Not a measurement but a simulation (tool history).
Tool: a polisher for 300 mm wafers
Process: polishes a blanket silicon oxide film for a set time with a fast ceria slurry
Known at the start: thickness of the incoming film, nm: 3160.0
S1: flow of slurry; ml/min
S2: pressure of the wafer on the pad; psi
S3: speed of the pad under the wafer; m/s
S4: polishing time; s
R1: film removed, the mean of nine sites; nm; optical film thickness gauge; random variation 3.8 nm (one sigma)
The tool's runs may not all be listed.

run  hour   S1   S2    S3  S4      R1
  1   0.0  245  2.9  1.06  38  781.08
  2   5.0  270  2.9  1.06  38  771.94
  3  13.5  320  2.9  1.06  38  791.51
  4  15.6  320  3.4  1.06  38  922.91
  5  23.7  320  3.4  1.06  38  925.45
  6  31.3  320  3.4  0.84  38  736.24
  7  37.4  320  3.2  0.84  38  687.79
  8  40.7  320  3.1  0.84  38  665.58
  9  49.2  320  3.0  0.84  38  655.39

The next listed run, before its measurement:
 10  56.4  295  2.2  0.84  38   ?

{"run 10": {"R1": 480.91}}

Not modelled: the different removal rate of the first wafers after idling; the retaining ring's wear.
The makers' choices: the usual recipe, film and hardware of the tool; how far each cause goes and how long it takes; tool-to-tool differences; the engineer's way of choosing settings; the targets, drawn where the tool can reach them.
